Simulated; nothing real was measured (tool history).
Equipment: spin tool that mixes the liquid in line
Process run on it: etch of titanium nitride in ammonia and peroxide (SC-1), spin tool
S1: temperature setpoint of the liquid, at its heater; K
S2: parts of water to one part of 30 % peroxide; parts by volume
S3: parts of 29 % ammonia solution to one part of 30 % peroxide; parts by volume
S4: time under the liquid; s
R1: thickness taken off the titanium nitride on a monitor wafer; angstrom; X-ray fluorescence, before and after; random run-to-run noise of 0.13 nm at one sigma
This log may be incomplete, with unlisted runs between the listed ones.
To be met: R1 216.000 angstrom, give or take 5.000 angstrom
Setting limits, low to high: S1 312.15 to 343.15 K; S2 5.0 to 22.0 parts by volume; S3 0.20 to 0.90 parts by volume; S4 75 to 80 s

run	hour	S1	S2	S3	S4	R1
1	0.0	328.15	12.5	0.50	75	95.073
2	5.3	328.15	12.5	0.65	75	98.513
3	10.2	330.65	12.5	0.65	75	117.670
4	16.9	330.65	16.5	0.65	75	101.210
5	24.0	332.65	16.5	0.65	75	115.260
6	25.8	332.65	15.0	0.65	75	121.200
7	29.4	332.65	15.0	0.65	75	121.780
8	31.4	340.65	15.0	0.65	75	202.750
9	40.3	341.15	15.0	0.65	75	209.400

Which single option among these 4 for the next run brings every result within its allowed miss of target? Just one does.
A	49.2	342.65	16.5	0.45	80	?
B	49.2	342.15	19.0	0.50	80	?
C	49.2	340.65	13.5	0.45	75	?
D	49.2	340.65	14.5	0.65	75	?

move	R1
A	217.720
B	199.040
C	201.080
D	206.630
A: all results land within tolerance of their targets
B: lands further from the targets than the last run did
C: lands further from the targets than the last run did
D: lands further from the targets than the last run did
Answer: A
